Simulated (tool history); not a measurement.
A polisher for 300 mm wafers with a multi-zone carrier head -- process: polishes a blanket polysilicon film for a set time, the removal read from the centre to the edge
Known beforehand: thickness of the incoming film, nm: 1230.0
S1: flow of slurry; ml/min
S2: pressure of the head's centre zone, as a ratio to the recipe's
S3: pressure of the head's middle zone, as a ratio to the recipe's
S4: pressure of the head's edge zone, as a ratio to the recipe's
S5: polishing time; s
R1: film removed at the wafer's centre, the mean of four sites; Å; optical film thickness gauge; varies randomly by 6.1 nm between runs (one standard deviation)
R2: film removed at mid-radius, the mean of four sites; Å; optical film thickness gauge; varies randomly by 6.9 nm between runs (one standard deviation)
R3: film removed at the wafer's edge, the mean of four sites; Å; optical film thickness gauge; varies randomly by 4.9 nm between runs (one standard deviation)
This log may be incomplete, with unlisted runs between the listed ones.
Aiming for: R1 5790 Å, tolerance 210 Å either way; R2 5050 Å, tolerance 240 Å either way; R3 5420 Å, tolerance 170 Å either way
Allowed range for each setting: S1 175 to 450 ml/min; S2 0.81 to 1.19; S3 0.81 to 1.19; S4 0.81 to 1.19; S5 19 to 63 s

run	hour	S1	S2	S3	S4	S5	R1	R2	R3
1	0	290	1	1	1	41	4567.1	4503.5	4622.7
2	4.1	290	0.95	1	1	41	4379.4	4712.5	4626.2
3	6	295	0.97	1.01	1.01	42	4699.7	4946.6	4848.3
4	11.2	295	0.97	1.01	0.95	42	4611.8	4929.9	4753
5	18.5	295	0.97	1.01	0.88	42	4667.7	4809.8	4478.8
6	25.2	300	0.99	1.01	0.9	42	4864.5	4825.1	4570.5
7	29.9	305	1	1.01	0.92	42	4755.1	4923.5	4581.4
8	37.9	300	1.01	1	0.93	43	4938.9	4880	4652.5
9	38.7	335	1.07	0.99	1.03	47	5754	5330.3	5370.9

Which single option among these 5 for the next run brings every result within its allowed miss of target? Just one does.
A	39.5	435	1.03	0.89	0.95	48	?	?	?
B	39.5	375	1.07	1.03	1.04	46	?	?	?
C	39.5	335	1.05	1.01	0.97	48	?	?	?
D	39.5	205	1.05	1.12	0.96	50	?	?	?
E	39.5	330	1.06	1.03	0.98	48	?	?	?

move	R1	R2	R3
A	5742.1	5164.4	5465.4
B	5657.9	5534	5408.6
C	5734.7	5629.9	5427.2
D	5644.6	6083	5404.4
E	5782.4	5716.6	5446.2
A: all results in spec
B: moves away from the targets compared with the last run
C: moves away from the targets compared with the last run
D: moves away from the targets compared with the last run
E: moves away from the targets compared with the last run
Answer: A
